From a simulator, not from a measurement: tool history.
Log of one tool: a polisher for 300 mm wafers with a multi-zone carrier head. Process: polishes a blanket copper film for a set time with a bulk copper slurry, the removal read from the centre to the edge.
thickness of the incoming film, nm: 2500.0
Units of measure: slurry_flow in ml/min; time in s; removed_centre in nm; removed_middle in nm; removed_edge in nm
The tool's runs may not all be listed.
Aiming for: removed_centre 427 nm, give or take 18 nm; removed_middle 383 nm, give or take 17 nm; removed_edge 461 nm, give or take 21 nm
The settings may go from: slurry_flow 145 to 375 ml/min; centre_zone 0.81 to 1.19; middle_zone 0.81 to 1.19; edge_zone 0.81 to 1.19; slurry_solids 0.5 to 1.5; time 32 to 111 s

run	hour	slurry_flow	centre_zone	middle_zone	edge_zone	slurry_solids	time	removed_centre	removed_middle	removed_edge
1	0	240	1	1	1	1	71	577.34	582.96	588.66
2	4.1	240	1	0.97	1	1	71	581.78	573.82	567.99
3	9.2	240	1	0.97	1	1	87	702.85	686.46	702.89
4	11.2	195	1	0.97	1	1	87	700.62	662.54	674.99
5	14.6	190	0.99	0.95	1.02	0.95	84	652.03	626.32	658.51
6	23.2	185	0.99	0.93	1.03	0.9	81	618.47	575.37	634.77
7	24.5	180	0.98	0.92	1.02	0.85	79	585.39	557.74	601.54
8	26.9	175	0.98	0.91	1.02	0.8	77	573.09	529.98	597.18
9	33.2	170	0.98	0.9	1.02	0.8	75	543.27	511.04	565.47
10	34.1	170	0.98	0.89	1.02	0.8	73	547.54	497.54	544
11	42.5	170	0.98	0.88	1.03	0.75	72	524.32	475.15	541.88
12	46.6	165	0.96	0.83	0.97	0.5	63	414.65	370.33	424.17
13	48.5	165	0.96	0.83	0.98	0.5	63	410.39	367.17	423.09
14	55.1	165	0.96	0.83	0.99	0.5	63	417.1	375.09	429.36
15	55.7	165	0.96	0.83	1	0.5	63	409.97	376.01	431.38
16	57.7	165	0.96	0.83	1.01	0.5	63	414.59	364.62	423.67

Of the 4 settings listed for the next run, only one would bring every result within its allowed miss of target. Which one?
A	59.7	155	0.94	0.82	1.05	0.55	65	?	?	?
B	59.7	185	1.19	0.93	0.96	0.6	50	?	?	?
C	59.7	145	0.95	0.91	0.88	0.5	60	?	?	?
D	59.7	190	1.16	0.92	0.93	0.5	52	?	?	?

move	removed_centre	removed_middle	removed_edge
A	413.91	383.78	448.52
B	405.42	338.78	342.53
C	375.95	376.55	377.29
D	399.69	338.46	340.85
A: each result inside its tolerance
B: lands further from the targets than the last run did
C: lands further from the targets than the last run did
D: lands further from the targets than the last run did
A is the move that brings every result within its allowed miss.

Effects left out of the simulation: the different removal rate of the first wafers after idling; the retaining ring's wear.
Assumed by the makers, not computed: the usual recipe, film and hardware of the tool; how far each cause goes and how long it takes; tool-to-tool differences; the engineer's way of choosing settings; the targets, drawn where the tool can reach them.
